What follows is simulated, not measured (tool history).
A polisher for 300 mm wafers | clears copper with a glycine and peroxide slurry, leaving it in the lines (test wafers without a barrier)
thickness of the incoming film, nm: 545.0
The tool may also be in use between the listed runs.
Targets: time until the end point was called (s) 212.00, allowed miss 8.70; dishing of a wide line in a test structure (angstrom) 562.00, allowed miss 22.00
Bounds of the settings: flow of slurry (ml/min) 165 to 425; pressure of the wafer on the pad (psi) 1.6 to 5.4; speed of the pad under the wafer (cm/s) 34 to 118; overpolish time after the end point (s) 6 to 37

run    day  flow of slurry (ml/min)  pressure of the wafer on the pad (psi)  speed of the pad under the wafer (cm/s)  overpolish time after the end point (s)  time until the end point was called (s)  dishing of a wide line in a test structure (angstrom)
  1  0.000                      275                                     3.5                                       76                                       19                                   114.76                                                 568.74
  2  0.067                      270                                     2.9                                       70                                       23                                   142.81                                                 558.37
  3  0.204                      270                                     2.5                                       68                                       26                                   163.68                                                 555.43
  4  0.558                      220                                     2.5                                       68                                       26                                   167.15                                                 541.04
  5  0.625                      215                                     2.2                                       68                                       28                                   182.38                                                 530.92
  6  0.800                      210                                     2.1                                       66                                       30                                   199.22                                                 532.96
  7  1.017                      205                                     2.1                                       66                                       31                                   195.23                                                 546.22
  8  1.138                      205                                     2.1                                       66                                       31                                   199.17                                                 541.42
  9  1.442                      200                                     2.1                                       66                                       32                                   197.82                                                 565.23

Which of these 4 next moves meets every target?
  A  1.746                      165                                     2.1                                       76                                       30                                        ?                                                      ?
  B  1.746                      185                                     2.1                                       60                                       34                                        ?                                                      ?
  C  1.746                      195                                     2.2                                       66                                       33                                        ?                                                      ?
  D  1.746                      165                                     2.4                                       68                                       27                                        ?                                                      ?

move  time until the end point was called (s)  dishing of a wide line in a test structure (angstrom)
   A                                   191.29                                                 561.42
   B                                   220.07                                                 561.88
   C                                   198.11                                                 593.15
   D                                   187.70                                                 527.53
A: further off than the last run
B: meets every target
C: as far off as the last run
D: further off than the last run
Answer: B
